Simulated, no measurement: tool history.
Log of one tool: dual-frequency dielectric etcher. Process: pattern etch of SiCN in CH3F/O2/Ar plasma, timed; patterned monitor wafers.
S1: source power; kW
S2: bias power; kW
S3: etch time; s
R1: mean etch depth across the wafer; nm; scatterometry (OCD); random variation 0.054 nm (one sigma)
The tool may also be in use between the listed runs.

run	hour	S1	S2	S3	R1
1	0.0	0.290	0.074	55.0	19.572
2	0.7	0.290	0.074	51.0	18.140
3	4.8	0.290	0.074	51.0	18.119
4	5.4	0.310	0.078	51.0	18.803
5	7.3	0.330	0.084	51.5	19.729
6	8.0	0.290	0.084	51.5	18.859
7	14.5	0.310	0.088	52.0	19.753
8	22.6	0.330	0.091	52.0	20.402
9	24.7	0.340	0.093	52.0	20.713
10	27.8	0.350	0.094	52.0	21.034
11	30.1	0.360	0.095	52.0	21.252

Forecast run 12:
12	33.5	0.370	0.096	52.0	?

Run 12 gave R1 21.488 nm.
